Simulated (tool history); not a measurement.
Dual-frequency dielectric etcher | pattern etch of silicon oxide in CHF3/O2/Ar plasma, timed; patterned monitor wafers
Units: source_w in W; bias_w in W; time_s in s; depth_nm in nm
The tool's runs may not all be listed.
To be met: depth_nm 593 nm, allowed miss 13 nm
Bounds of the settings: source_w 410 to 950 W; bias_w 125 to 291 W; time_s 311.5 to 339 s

| run | day | source_w | bias_w | time_s | depth_nm |
|---|---|---|---|---|---|
| 1 | 0 | 680 | 208 | 339 | 708.84 |
| 2 | 0.067 | 640 | 203 | 338 | 684.16 |
| 3 | 0.229 | 610 | 200 | 337.5 | 672.47 |
| 4 | 0.262 | 580 | 196 | 336.5 | 644.55 |
| 5 | 0.3 | 580 | 196 | 339 | 654.21 |
|  | 0.375 | bias power generator calibrated |
| 6 | 0.375 | 580 | 181 | 339 | 623.95 |
| 7 | 0.633 | 570 | 180 | 339 | 623.53 |
| 8 | 0.842 | 560 | 179 | 339 | 619.1 |
| 9 | 0.875 | 550 | 178 | 339 | 607.28 |

Which of these 5 next moves meets every target?
| A | 0.908 | 570 | 231 | 311.5 | ? |
| B | 0.908 | 610 | 142 | 333 | ? |
| C | 0.908 | 570 | 188 | 339 | ? |
| D | 0.908 | 570 | 173 | 327 | ? |
| E | 0.908 | 550 | 195 | 330 | ? |

| move | depth_nm |
|---|---|
| A | 627.47 |
| B | 561.6 |
| C | 627.44 |
| D | 584.98 |
| E | 613.22 |
A: further off than the last run
B: takes the result that was furthest off past its target
C: further off than the last run
D: meets every target
E: further off than the last run
Move D is the one to make.
